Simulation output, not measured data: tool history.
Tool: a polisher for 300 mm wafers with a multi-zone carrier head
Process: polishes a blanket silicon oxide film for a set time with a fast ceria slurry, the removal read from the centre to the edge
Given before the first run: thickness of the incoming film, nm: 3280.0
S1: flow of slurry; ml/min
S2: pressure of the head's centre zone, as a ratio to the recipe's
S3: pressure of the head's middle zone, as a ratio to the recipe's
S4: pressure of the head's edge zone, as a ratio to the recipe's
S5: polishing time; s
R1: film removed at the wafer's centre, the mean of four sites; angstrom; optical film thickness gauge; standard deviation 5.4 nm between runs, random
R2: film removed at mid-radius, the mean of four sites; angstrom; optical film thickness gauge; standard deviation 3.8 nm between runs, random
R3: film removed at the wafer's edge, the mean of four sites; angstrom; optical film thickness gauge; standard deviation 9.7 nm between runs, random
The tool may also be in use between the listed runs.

| run | day | S1 | S2 | S3 | S4 | S5 | R1 | R2 | R3 |
|---|---|---|---|---|---|---|---|---|---|
| 1 | 0.000 | 225 | 1.00 | 1.00 | 1.00 | 62 | 10975.0 | 11164.0 | 11271.0 |
| 2 | 0.071 | 225 | 1.00 | 1.00 | 1.00 | 75 | 13414.0 | 13433.0 | 13356.0 |
| 3 | 0.425 | 195 | 1.00 | 1.00 | 1.00 | 75 | 12921.0 | 13263.0 | 13219.0 |
| 4 | 0.508 | 195 | 1.00 | 1.00 | 1.00 | 67 | 11513.0 | 11816.0 | 11960.0 |
| 5 | 0.792 | 200 | 0.98 | 0.97 | 0.97 | 59 | 10142.0 | 10097.0 | 10243.0 |
| 6 | 0.912 | 190 | 0.95 | 0.94 | 0.96 | 55 | 9085.0 | 9092.0 | 9639.3 |

Run 7 has not been measured yet. What should we expect?
| 7 | 1.212 | 195 | 0.89 | 0.87 | 0.86 | 37 | ? | ? | ? |

Logged for run 7: R1 5681.9 angstrom, R2 5748.2 angstrom, R3 6069.0 angstrom.
